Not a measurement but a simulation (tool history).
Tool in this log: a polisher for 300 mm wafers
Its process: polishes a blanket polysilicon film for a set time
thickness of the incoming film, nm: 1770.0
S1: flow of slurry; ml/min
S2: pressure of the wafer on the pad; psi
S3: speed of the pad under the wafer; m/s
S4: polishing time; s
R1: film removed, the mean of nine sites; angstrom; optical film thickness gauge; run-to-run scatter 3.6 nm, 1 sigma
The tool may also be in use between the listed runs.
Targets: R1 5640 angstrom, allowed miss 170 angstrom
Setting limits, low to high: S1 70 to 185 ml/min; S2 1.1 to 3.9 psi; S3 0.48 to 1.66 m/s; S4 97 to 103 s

{"run": 1, "day": 0.0, "S1": 120, "S2": 2.5, "S3": 1.06, "S4": 97, "R1": 8141.8}
{"run": 2, "day": 0.171, "S1": 120, "S2": 2.9, "S3": 1.06, "S4": 97, "R1": 9315.9}
{"run": 3, "day": 0.283, "S1": 115, "S2": 2.7, "S3": 1.06, "S4": 97, "R1": 8680.1}
{"run": 4, "day": 0.35, "S1": 115, "S2": 2.5, "S3": 1.06, "S4": 97, "R1": 8061}
{"run": 5, "day": 0.654, "S1": 115, "S2": 2.5, "S3": 1.22, "S4": 97, "R1": 8947.4}
{"run": 6, "day": 0.783, "S1": 110, "S2": 2.3, "S3": 1.22, "S4": 97, "R1": 8282.4}
{"run": 7, "day": 0.938, "S1": 105, "S2": 2.1, "S3": 1.22, "S4": 97, "R1": 7501.1}
{"run": 8, "day": 1.008, "S1": 80, "S2": 1.4, "S3": 1.22, "S4": 97, "R1": 5038.3}

Which single option among these 5 for the next run brings every result within its allowed miss of target? Just one does.
{"run": "A", "day": 1.079, "S1": 75, "S2": 1.9, "S3": 1.04, "S4": 102, "R1": "?"}
{"run": "B", "day": 1.079, "S1": 85, "S2": 1.3, "S3": 1.14, "S4": 97, "R1": "?"}
{"run": "C", "day": 1.079, "S1": 70, "S2": 1.4, "S3": 1.3, "S4": 100, "R1": "?"}
{"run": "D", "day": 1.079, "S1": 70, "S2": 1.7, "S3": 1.22, "S4": 97, "R1": "?"}
{"run": "E", "day": 1.079, "S1": 100, "S2": 1.6, "S3": 1.18, "S4": 103, "R1": "?"}

move=A R1=5950.2
move=B R1=4516.8
move=C R1=5260.7
move=D R1=5728.6
move=E R1=6102.3
A: pushes the last run's worst result past its target
B: the biggest miss grows against the last run
C: nearer than the last run, and not there yet
D: all results in spec
E: pushes the last run's worst result past its target
D is the move that brings every result within its allowed miss.
